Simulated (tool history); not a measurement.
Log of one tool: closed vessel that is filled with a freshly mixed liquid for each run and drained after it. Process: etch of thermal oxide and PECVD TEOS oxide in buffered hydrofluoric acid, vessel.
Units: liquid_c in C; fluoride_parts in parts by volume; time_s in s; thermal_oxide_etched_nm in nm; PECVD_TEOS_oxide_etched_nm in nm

Run 1, hour 0: liquid_c 23 C, fluoride_parts 8.5 parts by volume, time_s 60 s. Result: thermal_oxide_etched_nm 86.277 nm, PECVD_TEOS_oxide_etched_nm 182.94 nm.
Run 2, hour 1.7: liquid_c 24 C, fluoride_parts 8.5 parts by volume, time_s 60 s. Result: thermal_oxide_etched_nm 90.457 nm, PECVD_TEOS_oxide_etched_nm 193.33 nm.
Run 3, hour 5.2: liquid_c 24 C, fluoride_parts 7.5 parts by volume, time_s 60 s. Result: thermal_oxide_etched_nm 103.49 nm, PECVD_TEOS_oxide_etched_nm 221.41 nm.
Run 4, hour 7.7: liquid_c 24.5 C, fluoride_parts 7.5 parts by volume, time_s 60 s. Result: thermal_oxide_etched_nm 105.6 nm, PECVD_TEOS_oxide_etched_nm 227.88 nm.
Run 5, hour 9.7: liquid_c 25 C, fluoride_parts 7.5 parts by volume, time_s 60 s. Result: thermal_oxide_etched_nm 108.87 nm, PECVD_TEOS_oxide_etched_nm 234.73 nm.
Run 6, hour 18.2: liquid_c 25 C, fluoride_parts 5.5 parts by volume, time_s 60 s. Result: thermal_oxide_etched_nm 144.54 nm, PECVD_TEOS_oxide_etched_nm 311.12 nm.
Run 7, hour 19.9: liquid_c 24.5 C, fluoride_parts 5.5 parts by volume, time_s 60 s. Result: thermal_oxide_etched_nm 140.94 nm, PECVD_TEOS_oxide_etched_nm 302.36 nm.
Run 8, hour 28.6: liquid_c 24 C, fluoride_parts 5.5 parts by volume, time_s 60 s. Result: thermal_oxide_etched_nm 136.26 nm, PECVD_TEOS_oxide_etched_nm 295.11 nm.
Run 9, hour 37.1: liquid_c 23.5 C, fluoride_parts 5.5 parts by volume, time_s 60 s. Result: thermal_oxide_etched_nm 130.51 nm, PECVD_TEOS_oxide_etched_nm 286.35 nm.

The next listed run, before its measurement:
Run 10, hour 38.9: liquid_c 23 C, fluoride_parts 5.5 parts by volume, time_s 60 s. Result: thermal_oxide_etched_nm ?, PECVD_TEOS_oxide_etched_nm ?.

Run 10 gave thermal_oxide_etched_nm 129.3 nm, PECVD_TEOS_oxide_etched_nm 277.29 nm.
